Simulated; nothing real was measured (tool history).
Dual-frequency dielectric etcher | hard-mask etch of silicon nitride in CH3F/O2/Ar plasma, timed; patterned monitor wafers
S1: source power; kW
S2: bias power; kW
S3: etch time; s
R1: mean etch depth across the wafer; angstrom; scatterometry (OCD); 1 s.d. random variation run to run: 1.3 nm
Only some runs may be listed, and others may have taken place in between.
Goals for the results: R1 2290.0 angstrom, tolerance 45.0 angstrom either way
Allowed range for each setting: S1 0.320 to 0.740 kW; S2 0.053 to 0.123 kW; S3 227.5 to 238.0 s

run 1 hour=0.0 | S1=0.530 S2=0.088 S3=227.5 | R1=2041.1
run 2 hour=2.8 | S1=0.560 S2=0.089 S3=227.5 | R1=2079.3
run 3 hour=6.1 | S1=0.560 S2=0.082 S3=227.5 | R1=2034.3
run 4 hour=13.9 | S1=0.560 S2=0.082 S3=238.0 | R1=2128.7
run 5 hour=17.4 | S1=0.580 S2=0.083 S3=238.0 | R1=2141.6
run 6 hour=23.1 | S1=0.580 S2=0.083 S3=227.5 | R1=2039.0
run 7 hour=31.5 | S1=0.600 S2=0.086 S3=228.0 | R1=2095.7
run 8 hour=35.5 | S1=0.620 S2=0.088 S3=228.5 | R1=2162.9
run 9 hour=36.9 | S1=0.630 S2=0.089 S3=228.5 | R1=2171.2
run 10 hour=40.5 | S1=0.640 S2=0.090 S3=228.5 | R1=2178.9

Which single option among these 4 for the next run brings every result within its allowed miss of target? Just one does.
run A hour=44.1 | S1=0.620 S2=0.104 S3=233.0 | R1=?
run B hour=44.1 | S1=0.650 S2=0.095 S3=228.5 | R1=?
run C hour=44.1 | S1=0.640 S2=0.087 S3=232.5 | R1=?
run D hour=44.1 | S1=0.550 S2=0.089 S3=238.0 | R1=?

move=A R1=2295.7
move=B R1=2221.8
move=C R1=2191.4
move=D R1=2155.4
A: all results in spec
B: closer than the last run, but not yet in spec
C: closer than the last run, but not yet in spec
D: its largest miss is bigger than the last run's
The right move is A.
